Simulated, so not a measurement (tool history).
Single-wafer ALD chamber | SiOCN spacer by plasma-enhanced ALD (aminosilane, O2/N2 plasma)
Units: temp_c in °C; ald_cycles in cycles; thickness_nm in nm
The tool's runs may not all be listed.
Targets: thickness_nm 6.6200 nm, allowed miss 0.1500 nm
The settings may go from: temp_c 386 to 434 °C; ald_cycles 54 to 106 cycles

run 1 hour=0.0 | temp_c=410 ald_cycles=80 | thickness_nm=5.4513
run 2 hour=6.6 | temp_c=415 ald_cycles=80 | thickness_nm=5.3761
run 3 hour=12.7 | temp_c=413 ald_cycles=83 | thickness_nm=5.5874
run 4 hour=19.3 | temp_c=413 ald_cycles=72 | thickness_nm=4.8648
-- hour=25.5 thermocouple changed; heater temperature recalibrated
run 5 hour=25.5 | temp_c=413 ald_cycles=83 | thickness_nm=5.6877
run 6 hour=27.0 | temp_c=408 ald_cycles=83 | thickness_nm=5.7606
run 7 hour=33.7 | temp_c=406 ald_cycles=84 | thickness_nm=5.8730
run 8 hour=40.4 | temp_c=404 ald_cycles=85 | thickness_nm=5.9659

5 next moves are on the table. One of them brings every result within its allowed miss. Which?
run A hour=47.1 | temp_c=395 ald_cycles=99 | thickness_nm=?
run B hour=47.1 | temp_c=405 ald_cycles=101 | thickness_nm=?
run C hour=47.1 | temp_c=398 ald_cycles=92 | thickness_nm=?
run D hour=47.1 | temp_c=391 ald_cycles=97 | thickness_nm=?
run E hour=47.1 | temp_c=403 ald_cycles=80 | thickness_nm=?

move=A thickness_nm=7.0467
move=B thickness_nm=7.0683
move=C thickness_nm=6.5485
move=D thickness_nm=6.9044
move=E thickness_nm=5.6287
A: takes the result that was furthest off past its target
B: takes the result that was furthest off past its target
C: meets every target
D: takes the result that was furthest off past its target
E: further off than the last run
Move C is the one to make.
